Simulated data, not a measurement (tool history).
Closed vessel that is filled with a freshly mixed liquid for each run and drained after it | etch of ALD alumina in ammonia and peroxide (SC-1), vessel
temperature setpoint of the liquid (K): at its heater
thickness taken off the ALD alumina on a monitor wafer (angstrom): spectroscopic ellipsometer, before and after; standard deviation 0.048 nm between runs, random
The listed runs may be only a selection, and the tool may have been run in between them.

run,hour,temperature setpoint of the liquid (K),parts of 29 % ammonia solution to one part of 30 % peroxide (parts by volume),time in the liquid (s),thickness taken off the ALD alumina on a monitor wafer (angstrom)
1,0,330.15,0.7,85,91.769
2,1.7,330.15,0.5,85,89.09
3,6.1,330.15,0.75,85,92.562
4,9.9,330.15,0.95,85,93.214
5,13.5,330.15,0.95,85,94.525
6,20.9,328.65,0.95,85,86.488

Run 7, settings as shown, results not yet in. Your forecast:
7,25.4,327.15,0.95,85,?

{"run 7": {"thickness taken off the ALD alumina on a monitor wafer (angstrom)": 80.635}}
